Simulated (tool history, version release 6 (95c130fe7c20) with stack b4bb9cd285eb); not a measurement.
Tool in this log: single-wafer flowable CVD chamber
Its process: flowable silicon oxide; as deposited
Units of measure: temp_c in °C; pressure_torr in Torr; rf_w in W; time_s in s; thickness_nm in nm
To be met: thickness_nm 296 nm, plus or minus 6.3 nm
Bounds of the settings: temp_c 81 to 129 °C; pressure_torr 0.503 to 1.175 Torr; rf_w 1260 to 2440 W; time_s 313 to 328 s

{"run": 1, "hour": 0.0, "temp_c": 105, "pressure_torr": 0.839, "rf_w": 1850, "time_s": 328, "thickness_nm": 181.12}
{"run": 2, "hour": 7.8, "temp_c": 102, "pressure_torr": 0.839, "rf_w": 1850, "time_s": 328, "thickness_nm": 197.29}
{"run": 3, "hour": 16.2, "temp_c": 102, "pressure_torr": 0.985, "rf_w": 1850, "time_s": 328, "thickness_nm": 231.17}
{"run": 4, "hour": 20.1, "temp_c": 101, "pressure_torr": 0.985, "rf_w": 1850, "time_s": 328, "thickness_nm": 237.57}
{"run": 5, "hour": 22.4, "temp_c": 100, "pressure_torr": 0.985, "rf_w": 1850, "time_s": 328, "thickness_nm": 245.34}
{"run": 6, "hour": 23.4, "temp_c": 100, "pressure_torr": 0.985, "rf_w": 2050, "time_s": 328, "thickness_nm": 251.32}
{"run": 7, "hour": 27.9, "temp_c": 99, "pressure_torr": 0.985, "rf_w": 2050, "time_s": 328, "thickness_nm": 260.11}
{"run": 8, "hour": 32.6, "temp_c": 98, "pressure_torr": 0.985, "rf_w": 2050, "time_s": 328, "thickness_nm": 270.53}

Pick the move, out of 4, that brings all results within their allowed miss; only one does.
{"run": "A", "hour": 37.3, "temp_c": 99, "pressure_torr": 1.09, "rf_w": 2295, "time_s": 328, "thickness_nm": "?"}
{"run": "B", "hour": 37.3, "temp_c": 96, "pressure_torr": 1.111, "rf_w": 2160, "time_s": 315, "thickness_nm": "?"}
{"run": "C", "hour": 37.3, "temp_c": 101, "pressure_torr": 1.043, "rf_w": 1785, "time_s": 315, "thickness_nm": "?"}
{"run": "D", "hour": 37.3, "temp_c": 100, "pressure_torr": 0.994, "rf_w": 2020, "time_s": 328, "thickness_nm": "?"}

move=A thickness_nm=295.31
move=B thickness_nm=313.71
move=C thickness_nm=240.04
move=D thickness_nm=255.22
A: every result within its allowed miss
B: moves the result that the last run missed by most past its target, out the other side
C: further off than the last run
D: further off than the last run
The right move is A.
